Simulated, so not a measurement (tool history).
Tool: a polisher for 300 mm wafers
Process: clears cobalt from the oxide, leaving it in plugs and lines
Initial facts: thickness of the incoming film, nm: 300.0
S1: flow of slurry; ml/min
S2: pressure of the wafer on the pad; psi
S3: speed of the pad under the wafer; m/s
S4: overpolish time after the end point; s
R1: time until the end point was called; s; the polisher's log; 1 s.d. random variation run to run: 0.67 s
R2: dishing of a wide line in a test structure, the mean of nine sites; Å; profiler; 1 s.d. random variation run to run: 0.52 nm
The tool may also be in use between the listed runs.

Run 1, day 0: S1 125 ml/min, S2 2.5 psi, S3 0.96 m/s, S4 26 s. Result: R1 52.352 s, R2 353.97 Å.
Run 2, day 0.083: S1 140 ml/min, S2 2.5 psi, S3 0.96 m/s, S4 26 s. Result: R1 51.252 s, R2 365.64 Å.
Run 3, day 0.129: S1 140 ml/min, S2 2.4 psi, S3 0.96 m/s, S4 27 s. Result: R1 53.264 s, R2 364.38 Å.
Run 4, day 0.233: S1 140 ml/min, S2 2.4 psi, S3 0.96 m/s, S4 19 s. Result: R1 53.183 s, R2 341.83 Å.
Run 5, day 0.304: S1 135 ml/min, S2 2.3 psi, S3 0.96 m/s, S4 22 s. Result: R1 56.242 s, R2 346.94 Å.
Run 6, day 0.512: S1 135 ml/min, S2 2.3 psi, S3 0.96 m/s, S4 16 s. Result: R1 54.735 s, R2 326.77 Å.

Predict the results of run 7:
Run 7, day 0.792: S1 135 ml/min, S2 2.2 psi, S3 0.96 m/s, S4 20 s. Result: R1 ?, R2 ?.

Logged for run 7: R1 58.213 s, R2 347.53 Å.
